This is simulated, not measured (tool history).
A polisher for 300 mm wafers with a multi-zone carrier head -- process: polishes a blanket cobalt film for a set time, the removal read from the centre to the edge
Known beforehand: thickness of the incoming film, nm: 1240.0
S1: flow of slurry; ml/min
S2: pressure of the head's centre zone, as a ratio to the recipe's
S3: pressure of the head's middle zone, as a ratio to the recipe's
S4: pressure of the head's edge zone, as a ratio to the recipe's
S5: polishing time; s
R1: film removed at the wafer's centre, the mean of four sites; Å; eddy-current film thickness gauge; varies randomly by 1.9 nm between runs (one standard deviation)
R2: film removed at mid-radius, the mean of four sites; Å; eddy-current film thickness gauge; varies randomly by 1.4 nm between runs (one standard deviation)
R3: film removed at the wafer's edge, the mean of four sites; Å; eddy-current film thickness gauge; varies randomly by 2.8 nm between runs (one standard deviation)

run    day   S1    S2    S3    S4  S5      R1      R2      R3
  1      0  235     1     1     1  75  3290.3    3322  3337.1
  2  0.217  235  1.03     1     1  75  3426.8  3296.4  3304.9
  3  0.262  225  0.99  0.99  0.99  67  2925.5    2857  2925.5
  4  0.367  220  0.95  1.01  1.01  60  2495.9  2638.6  2678.1
  5  0.612  220  0.89  1.01  1.01  60  2389.8    2632  2689.7
  6  0.671  210  0.87  1.02  1.02  55  2064.6  2392.8  2423.8
  7  0.888  200  0.86  1.02  1.02  53  2020.5  2304.2    2308
  8  1.117  195  0.85  1.02  1.04  51  1935.4  2227.9  2269.2
  9  1.421  195  0.84  1.03  1.06  49    1843    2142  2174.4
 10  1.454  195  0.83  1.04  1.09  48  1750.1    2100  2179.8
 11  1.817  190  0.83  1.04  1.09  47    1698  2039.8  2060.6

For run 12, what comes out?
 12  2.033  185  0.83  1.04  1.11  47   ?   ?   ?

R1: 1681.6 Å
R2: 2046.5 Å
R3: 2105.9 Å

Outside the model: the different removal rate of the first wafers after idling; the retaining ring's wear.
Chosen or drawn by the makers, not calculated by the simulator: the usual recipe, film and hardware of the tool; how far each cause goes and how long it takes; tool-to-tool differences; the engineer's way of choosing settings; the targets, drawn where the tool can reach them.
